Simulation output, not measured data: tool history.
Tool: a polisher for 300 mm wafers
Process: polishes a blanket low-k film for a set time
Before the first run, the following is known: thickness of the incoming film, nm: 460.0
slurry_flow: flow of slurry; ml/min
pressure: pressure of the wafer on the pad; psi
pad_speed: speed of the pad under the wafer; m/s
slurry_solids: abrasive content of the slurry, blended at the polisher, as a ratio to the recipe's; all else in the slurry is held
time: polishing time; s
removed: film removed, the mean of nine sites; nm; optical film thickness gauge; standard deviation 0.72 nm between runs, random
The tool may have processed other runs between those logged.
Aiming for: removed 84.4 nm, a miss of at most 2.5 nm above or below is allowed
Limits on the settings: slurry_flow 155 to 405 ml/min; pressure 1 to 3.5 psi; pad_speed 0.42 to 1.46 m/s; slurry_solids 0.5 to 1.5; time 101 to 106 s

run	hour	slurry_flow	pressure	pad_speed	slurry_solids	time	removed
1	0	260	2.2	0.94	1	101	50.405
2	5.4	325	2.2	0.94	1	101	51.668
3	10.2	325	2.2	0.94	0.85	101	48.764
4	15.5	325	2.2	0.94	0.85	101	48.765
5	18.9	385	2.2	0.94	0.85	101	48.106
6	21.2	385	2.2	1.12	0.85	101	55.461
7	28.6	385	2.5	1.12	0.85	101	60.822
8	31.1	385	2.8	1.12	0.85	101	66.583
9	34.4	385	3	1.14	0.85	101	69.695
10	34.9	385	3.1	1.16	0.85	101	73.99
# hour 41.5: head pressure recalibrated
11	41.5	385	3.2	1.16	0.85	101	78.192
12	43.8	385	3.2	1.16	0.85	101	79.02

Exactly one of the 5 candidate moves below puts every result within its allowed miss. Which one?
A	46.1	400	3.2	1.12	0.75	104	?
B	46.1	405	3	1.18	0.85	104	?
C	46.1	405	3	1.18	0.9	101	?
D	46.1	355	3.1	1.18	0.8	101	?
E	46.1	335	3.2	1.24	0.9	102	?

move	removed
A	75.498
B	78.056
C	77.54
D	75.235
E	84.072
A: further off than the last run
B: further off than the last run
C: further off than the last run
D: further off than the last run
E: all results land within tolerance of their targets
The move that meets every target is E.

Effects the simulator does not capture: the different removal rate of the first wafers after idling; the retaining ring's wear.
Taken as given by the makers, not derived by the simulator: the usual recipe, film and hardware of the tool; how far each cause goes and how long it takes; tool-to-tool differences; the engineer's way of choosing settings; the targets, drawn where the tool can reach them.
